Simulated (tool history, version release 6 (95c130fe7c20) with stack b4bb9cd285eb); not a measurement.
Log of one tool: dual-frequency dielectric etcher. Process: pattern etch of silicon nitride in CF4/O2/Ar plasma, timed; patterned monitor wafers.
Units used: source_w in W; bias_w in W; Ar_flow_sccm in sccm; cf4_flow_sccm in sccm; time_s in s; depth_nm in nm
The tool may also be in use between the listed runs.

run	day	source_w	bias_w	Ar_flow_sccm	cf4_flow_sccm	time_s	depth_nm
1	0.000	720	55	106	72	406.5	1047.50
2	0.062	700	55	106	72	406.5	1027.20
3	0.267	680	55	106	72	406.5	993.56
4	0.388	660	55	106	72	406.5	966.68
5	0.412	660	61	106	72	406.5	1020.50
6	0.625	660	65	106	72	406.5	1058.90
7	0.858	640	65	106	72	406.5	1015.70
8	0.958	620	65	106	72	406.5	994.15

Run 9, settings as shown, results not yet in. Your forecast:
9	1.083	600	65	106	72	406.5	?

Run 9 measured depth_nm 962.95 nm.
